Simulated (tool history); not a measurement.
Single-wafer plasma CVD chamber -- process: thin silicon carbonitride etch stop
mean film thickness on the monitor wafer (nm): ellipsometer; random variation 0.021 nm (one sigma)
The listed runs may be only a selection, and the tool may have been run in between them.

| run | hour | RF power (W) | deposition time (s) | mean film thickness on the monitor wafer (nm) |
|---|---|---|---|---|
| 1 | 0.0 | 165 | 21.4 | 10.9120 |
| 2 | 2.0 | 165 | 23.8 | 12.1470 |
| 3 | 6.4 | 165 | 26.8 | 13.6650 |
| 4 | 13.3 | 150 | 24.3 | 11.9220 |
| 5 | 15.0 | 150 | 23.2 | 11.3580 |
| 6 | 18.9 | 140 | 22.0 | 10.4400 |
| 7 | 25.4 | 130 | 21.3 | 9.7917 |
| 8 | 26.3 | 130 | 21.3 | 9.8108 |
| 9 | 29.9 | 110 | 18.9 | 8.0351 |

Run 10 is up next; what results do you expect?
| 10 | 31.3 | 115 | 18.9 | ? |

{"run 10": {"mean film thickness on the monitor wafer (nm)": 8.2253}}
